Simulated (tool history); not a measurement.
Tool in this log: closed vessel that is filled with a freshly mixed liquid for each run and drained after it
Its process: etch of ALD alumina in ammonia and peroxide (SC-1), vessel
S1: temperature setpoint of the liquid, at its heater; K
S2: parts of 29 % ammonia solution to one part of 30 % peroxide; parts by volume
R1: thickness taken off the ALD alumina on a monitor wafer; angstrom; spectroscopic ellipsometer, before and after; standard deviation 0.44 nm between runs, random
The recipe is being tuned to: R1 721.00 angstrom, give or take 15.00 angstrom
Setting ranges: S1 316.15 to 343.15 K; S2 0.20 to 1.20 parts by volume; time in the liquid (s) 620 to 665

run 1 hour=0.0 | S1=332.15 S2=0.70 time_in_the_liquid_(s)=620 | R1=423.29
run 2 hour=5.1 | S1=333.65 S2=0.70 time_in_the_liquid_(s)=620 | R1=458.94
run 3 hour=10.8 | S1=333.65 S2=0.60 time_in_the_liquid_(s)=620 | R1=450.07
run 4 hour=15.5 | S1=329.65 S2=0.60 time_in_the_liquid_(s)=620 | R1=371.94
run 5 hour=17.7 | S1=329.65 S2=0.75 time_in_the_liquid_(s)=620 | R1=374.25
run 6 hour=21.0 | S1=329.65 S2=0.75 time_in_the_liquid_(s)=665 | R1=403.51
run 7 hour=26.3 | S1=329.65 S2=0.75 time_in_the_liquid_(s)=665 | R1=408.52
run 8 hour=30.6 | S1=331.15 S2=0.75 time_in_the_liquid_(s)=665 | R1=431.58
run 9 hour=32.4 | S1=332.65 S2=0.75 time_in_the_liquid_(s)=665 | R1=471.96
run 10 hour=34.2 | S1=333.65 S2=0.75 time_in_the_liquid_(s)=665 | R1=492.04
run 11 hour=35.7 | S1=334.65 S2=0.75 time_in_the_liquid_(s)=665 | R1=526.26
run 12 hour=44.6 | S1=335.65 S2=0.75 time_in_the_liquid_(s)=665 | R1=552.68
run 13 hour=48.1 | S1=341.65 S2=0.75 time_in_the_liquid_(s)=665 | R1=740.56

5 candidate next runs follow, results not yet known. Just one meets every target within its allowed miss. Identify it.
run A hour=51.6 | S1=342.15 S2=0.75 time_in_the_liquid_(s)=665 | R1=?
run B hour=51.6 | S1=342.15 S2=0.75 time_in_the_liquid_(s)=655 | R1=?
run C hour=51.6 | S1=342.65 S2=0.50 time_in_the_liquid_(s)=645 | R1=?
run D hour=51.6 | S1=342.65 S2=0.80 time_in_the_liquid_(s)=665 | R1=?
run E hour=51.6 | S1=342.65 S2=0.80 time_in_the_liquid_(s)=645 | R1=?

move=A R1=762.78
move=B R1=751.31
move=C R1=729.49
move=D R1=786.16
move=E R1=762.52
A: its largest miss is bigger than the last run's
B: its largest miss is bigger than the last run's
C: meets every target
D: its largest miss is bigger than the last run's
E: its largest miss is bigger than the last run's
C is the move that brings every result within its allowed miss.
